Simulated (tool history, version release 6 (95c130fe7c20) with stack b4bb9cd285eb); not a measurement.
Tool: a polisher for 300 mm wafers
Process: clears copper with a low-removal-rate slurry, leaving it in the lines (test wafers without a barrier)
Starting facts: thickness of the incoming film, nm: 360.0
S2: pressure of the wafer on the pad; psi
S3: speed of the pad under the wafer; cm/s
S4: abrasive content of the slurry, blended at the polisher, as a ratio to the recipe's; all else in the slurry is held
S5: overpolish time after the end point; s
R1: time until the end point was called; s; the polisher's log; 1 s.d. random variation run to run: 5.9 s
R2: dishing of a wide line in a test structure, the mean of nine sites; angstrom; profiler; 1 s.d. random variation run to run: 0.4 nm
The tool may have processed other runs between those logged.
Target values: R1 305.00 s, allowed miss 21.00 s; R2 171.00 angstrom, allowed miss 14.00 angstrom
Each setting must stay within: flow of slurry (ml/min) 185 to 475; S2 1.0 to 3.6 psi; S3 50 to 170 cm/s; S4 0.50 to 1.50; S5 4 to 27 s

Run 1, hour 0.0: flow of slurry (ml/min) 305, S2 2.3 psi, S3 110 cm/s, S4 1.00, S5 14 s. Result: R1 155.64 s, R2 208.38 angstrom.
Run 2, hour 8.5: flow of slurry (ml/min) 305, S2 2.3 psi, S3 110 cm/s, S4 1.00, S5 19 s. Result: R1 157.82 s, R2 253.53 angstrom.
Run 3, hour 9.5: flow of slurry (ml/min) 305, S2 2.2 psi, S3 108 cm/s, S4 1.00, S5 19 s. Result: R1 165.57 s, R2 254.69 angstrom.
Run 4, hour 12.6: flow of slurry (ml/min) 245, S2 2.2 psi, S3 108 cm/s, S4 1.00, S5 19 s. Result: R1 174.41 s, R2 244.46 angstrom.
Run 5, hour 19.2: flow of slurry (ml/min) 245, S2 2.2 psi, S3 86 cm/s, S4 1.00, S5 19 s. Result: R1 200.18 s, R2 208.04 angstrom.
Run 6, hour 26.5: flow of slurry (ml/min) 245, S2 2.1 psi, S3 86 cm/s, S4 1.00, S5 19 s. Result: R1 217.66 s, R2 209.91 angstrom.
Run 7, hour 35.2: flow of slurry (ml/min) 245, S2 2.0 psi, S3 86 cm/s, S4 1.00, S5 19 s. Result: R1 222.18 s, R2 201.42 angstrom.
Run 8, hour 38.5: flow of slurry (ml/min) 245, S2 1.9 psi, S3 86 cm/s, S4 1.00, S5 19 s. Result: R1 240.87 s, R2 187.39 angstrom.
Run 9, hour 41.1: flow of slurry (ml/min) 245, S2 1.4 psi, S3 84 cm/s, S4 1.00, S5 21 s. Result: R1 312.75 s, R2 154.95 angstrom.

4 next moves are on the table. One of them brings every result within its allowed miss. Which?
Run A, hour 43.7: flow of slurry (ml/min) 265, S2 1.4 psi, S3 94 cm/s, S4 0.95, S5 22 s. Result: R1 ?, R2 ?.
Run B, hour 43.7: flow of slurry (ml/min) 235, S2 1.5 psi, S3 98 cm/s, S4 1.25, S5 15 s. Result: R1 ?, R2 ?.
Run C, hour 43.7: flow of slurry (ml/min) 250, S2 2.1 psi, S3 80 cm/s, S4 0.70, S5 18 s. Result: R1 ?, R2 ?.
Run D, hour 43.7: flow of slurry (ml/min) 250, S2 1.7 psi, S3 50 cm/s, S4 1.25, S5 27 s. Result: R1 ?, R2 ?.

move      R1      R2
   A  303.34  167.28
   B  256.32  140.78
   C  261.09  164.16
   D  382.13  165.71
A: in spec on every target
B: moves away from the targets compared with the last run
C: corrects the largest miss of the last run, while another result sits out of spec
D: corrects the largest miss of the last run, while another result sits out of spec
The move that meets every target is A.
